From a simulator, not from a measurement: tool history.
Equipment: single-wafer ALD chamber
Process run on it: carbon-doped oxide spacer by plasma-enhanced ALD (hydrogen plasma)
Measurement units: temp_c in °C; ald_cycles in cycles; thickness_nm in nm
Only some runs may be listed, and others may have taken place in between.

run	hour	temp_c	ald_cycles	thickness_nm
1	0.0	405	221	10.602
2	8.7	407	220	10.574
3	17.2	407	233	11.195
4	24.3	408	230	10.986
5	32.3	408	253	12.124
6	37.4	408	284	13.602
7	40.1	408	284	13.609
8	46.9	409	274	13.105
9	52.9	410	265	12.548
10	57.2	422	230	10.386

Run 11 has not been measured yet. What should we expect?
11	63.0	423	229	?

For run 11 the tool returned thickness_nm 10.428 nm.
